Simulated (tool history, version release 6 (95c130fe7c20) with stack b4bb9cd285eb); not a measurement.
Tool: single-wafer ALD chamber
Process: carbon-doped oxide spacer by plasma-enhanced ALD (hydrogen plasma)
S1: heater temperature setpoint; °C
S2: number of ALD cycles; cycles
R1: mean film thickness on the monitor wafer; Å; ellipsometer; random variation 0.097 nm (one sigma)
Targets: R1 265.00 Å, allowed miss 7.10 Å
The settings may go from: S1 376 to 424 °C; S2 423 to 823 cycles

run,hour,S1,S2,R1
1,0.0,400,623,314.31
2,9.8,400,594,298.14
3,12.6,400,575,289.50
4,15.8,400,561,281.10
5,22.6,400,481,242.80
6,29.8,400,494,247.87
7,39.4,400,504,252.50
8,46.7,400,511,254.78

Which of these 5 next moves meets every target?
A,54.0,398,557,?
B,54.0,404,535,?
C,54.0,402,492,?
D,54.0,401,502,?
E,54.0,400,559,?

move,R1
A,280.70
B,264.31
C,244.69
D,250.50
E,279.86
A: takes the result that was furthest off past its target
B: meets every target
C: further off than the last run
D: further off than the last run
E: takes the result that was furthest off past its target
Answer: B
